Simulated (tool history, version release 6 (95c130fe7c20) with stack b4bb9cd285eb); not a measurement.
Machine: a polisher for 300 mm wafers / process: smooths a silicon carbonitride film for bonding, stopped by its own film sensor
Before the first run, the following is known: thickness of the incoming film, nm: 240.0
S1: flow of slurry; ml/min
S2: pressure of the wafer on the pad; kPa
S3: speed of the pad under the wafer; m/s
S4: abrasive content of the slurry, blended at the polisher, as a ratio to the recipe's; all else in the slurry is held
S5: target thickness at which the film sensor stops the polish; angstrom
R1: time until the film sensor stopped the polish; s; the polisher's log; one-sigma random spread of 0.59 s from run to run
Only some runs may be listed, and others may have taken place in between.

Run 1, day 0.000: S1 275 ml/min, S2 11.7 kPa, S3 1.06 m/s, S4 1.0, S5 2270 angstrom. Result: R1 59.524 s.
Run 2, day 0.050: S1 275 ml/min, S2 11.7 kPa, S3 1.06 m/s, S4 1.0, S5 2280 angstrom. Result: R1 56.365 s.
Run 3, day 0.158: S1 275 ml/min, S2 12.4 kPa, S3 1.06 m/s, S4 1.0, S5 2280 angstrom. Result: R1 52.855 s.
Run 4, day 0.292: S1 275 ml/min, S2 12.4 kPa, S3 1.06 m/s, S4 0.8, S5 2280 angstrom. Result: R1 56.668 s.
Run 5, day 0.471: S1 275 ml/min, S2 12.4 kPa, S3 0.94 m/s, S4 0.8, S5 2280 angstrom. Result: R1 60.959 s.
Run 6, day 0.688: S1 275 ml/min, S2 13.1 kPa, S3 0.94 m/s, S4 0.8, S5 2280 angstrom. Result: R1 58.687 s.
Run 7, day 0.788: S1 275 ml/min, S2 13.8 kPa, S3 0.94 m/s, S4 0.8, S5 2280 angstrom. Result: R1 56.017 s.
Run 8, day 1.050: S1 275 ml/min, S2 14.5 kPa, S3 0.94 m/s, S4 0.8, S5 2280 angstrom. Result: R1 52.552 s.

Forecast run 9:
Run 9, day 1.208: S1 275 ml/min, S2 15.2 kPa, S3 0.94 m/s, S4 0.8, S5 2280 angstrom. Result: R1 ?.

{"run 9": {"R1": 50.253}}

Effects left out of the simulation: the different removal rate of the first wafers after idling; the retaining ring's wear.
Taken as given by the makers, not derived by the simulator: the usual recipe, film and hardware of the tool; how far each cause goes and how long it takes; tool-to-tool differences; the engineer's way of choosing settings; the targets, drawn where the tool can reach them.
